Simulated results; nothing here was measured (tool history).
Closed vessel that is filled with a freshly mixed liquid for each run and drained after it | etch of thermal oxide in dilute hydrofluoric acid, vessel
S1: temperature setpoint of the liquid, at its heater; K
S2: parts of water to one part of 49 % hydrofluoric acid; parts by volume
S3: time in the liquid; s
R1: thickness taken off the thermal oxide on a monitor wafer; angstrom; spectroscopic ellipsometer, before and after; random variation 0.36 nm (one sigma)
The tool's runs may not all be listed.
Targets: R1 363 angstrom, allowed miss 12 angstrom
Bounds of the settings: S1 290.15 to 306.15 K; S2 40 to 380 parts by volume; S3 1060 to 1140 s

run 1 hour=0 | S1=298.15 S2=210 S3=1060 | R1=215.71
run 2 hour=2.2 | S1=299.15 S2=205 S3=1060 | R1=224.28
run 3 hour=10.7 | S1=301.65 S2=205 S3=1060 | R1=242.78
run 4 hour=16.5 | S1=302.15 S2=200 S3=1060 | R1=257.81
run 5 hour=20.9 | S1=298.65 S2=200 S3=1060 | R1=232.07
run 6 hour=26.4 | S1=299.65 S2=195 S3=1060 | R1=248.13
run 7 hour=31 | S1=300.15 S2=190 S3=1060 | R1=258.08
run 8 hour=35.7 | S1=304.15 S2=155 S3=1060 | R1=377.02

5 next moves are on the table. One of them brings every result within its allowed miss. Which?
run A hour=40.4 | S1=303.65 S2=170 S3=1140 | R1=?
run B hour=40.4 | S1=303.15 S2=155 S3=1120 | R1=?
run C hour=40.4 | S1=304.65 S2=155 S3=1060 | R1=?
run D hour=40.4 | S1=305.65 S2=155 S3=1090 | R1=?
run E hour=40.4 | S1=303.65 S2=175 S3=1075 | R1=?

move=A R1=355.43
move=B R1=383.63
move=C R1=382.95
move=D R1=407.84
move=E R1=323.5
A: meets every target
B: further off than the last run
C: further off than the last run
D: further off than the last run
E: takes the result that was furthest off past its target
The right move is A.

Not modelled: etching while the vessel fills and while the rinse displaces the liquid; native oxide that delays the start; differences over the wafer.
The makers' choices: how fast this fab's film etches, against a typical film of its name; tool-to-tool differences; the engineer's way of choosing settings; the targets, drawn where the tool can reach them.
